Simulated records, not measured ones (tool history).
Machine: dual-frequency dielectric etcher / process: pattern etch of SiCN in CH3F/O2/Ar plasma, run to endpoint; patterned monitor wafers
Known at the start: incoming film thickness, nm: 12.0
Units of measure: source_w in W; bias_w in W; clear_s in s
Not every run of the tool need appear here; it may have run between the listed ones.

run 1 day=0.000 | source_w=530 bias_w=95 | clear_s=26.512
run 2 day=0.333 | source_w=530 bias_w=83 | clear_s=28.152
run 3 day=0.358 | source_w=530 bias_w=72 | clear_s=29.917
run 4 day=0.450 | source_w=460 bias_w=72 | clear_s=31.197
run 5 day=0.767 | source_w=420 bias_w=72 | clear_s=32.015
run 6 day=1.129 | source_w=490 bias_w=72 | clear_s=30.479

Run 7, settings as shown, results not yet in. Your forecast:
run 7 day=1.492 | source_w=500 bias_w=72 | clear_s=?

For run 7 the tool returned clear_s 30.351 s.
